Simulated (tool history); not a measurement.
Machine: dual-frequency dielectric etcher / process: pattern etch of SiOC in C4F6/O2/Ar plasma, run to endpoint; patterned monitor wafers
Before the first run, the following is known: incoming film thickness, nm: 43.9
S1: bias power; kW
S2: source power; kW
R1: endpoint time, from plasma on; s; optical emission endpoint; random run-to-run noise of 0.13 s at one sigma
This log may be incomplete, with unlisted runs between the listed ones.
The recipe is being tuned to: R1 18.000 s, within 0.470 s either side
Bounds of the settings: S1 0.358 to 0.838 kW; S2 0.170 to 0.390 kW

{"run": 1, "day": 0.0, "S1": 0.598, "S2": 0.28, "R1": 15.257}
{"run": 2, "day": 0.321, "S1": 0.573, "S2": 0.28, "R1": 15.49}
{"run": 3, "day": 0.358, "S1": 0.55, "S2": 0.28, "R1": 15.757}
{"run": 4, "day": 0.388, "S1": 0.53, "S2": 0.28, "R1": 15.848}
{"run": 5, "day": 0.683, "S1": 0.512, "S2": 0.27, "R1": 16.475}
{"run": 6, "day": 0.812, "S1": 0.512, "S2": 0.32, "R1": 15.293}
{"run": 7, "day": 1.042, "S1": 0.493, "S2": 0.31, "R1": 15.746}
{"run": 8, "day": 1.325, "S1": 0.477, "S2": 0.31, "R1": 16.095}
{"run": 9, "day": 1.475, "S1": 0.463, "S2": 0.31, "R1": 16.275}
{"run": 10, "day": 1.692, "S1": 0.45, "S2": 0.31, "R1": 16.349}
{"run": 11, "day": 2.042, "S1": 0.439, "S2": 0.31, "R1": 16.474}
{"run": 12, "day": 2.325, "S1": 0.429, "S2": 0.31, "R1": 16.734}
{"run": 13, "day": 2.546, "S1": 0.42, "S2": 0.31, "R1": 16.569}
{"run": 14, "day": 2.862, "S1": 0.412, "S2": 0.31, "R1": 17.035}
{"run": 15, "day": 3.217, "S1": 0.405, "S2": 0.31, "R1": 16.941}
{"day": 3.429, "done": "bias power generator calibrated"}
{"run": 16, "day": 3.429, "S1": 0.399, "S2": 0.31, "R1": 17.661}

Which one of the following 4 next-run settings gets every result inside its allowed miss? There is exactly one.
{"run": "A", "day": 3.642, "S1": 0.39, "S2": 0.34, "R1": "?"}
{"run": "B", "day": 3.642, "S1": 0.461, "S2": 0.25, "R1": "?"}
{"run": "C", "day": 3.642, "S1": 0.421, "S2": 0.31, "R1": "?"}
{"run": "D", "day": 3.642, "S1": 0.389, "S2": 0.36, "R1": "?"}

move=A R1=16.929
move=B R1=17.902
move=C R1=17.032
move=D R1=16.561
A: moves away from the targets compared with the last run
B: in spec on every target
C: moves away from the targets compared with the last run
D: moves away from the targets compared with the last run
Correct choice: B, which meets every target
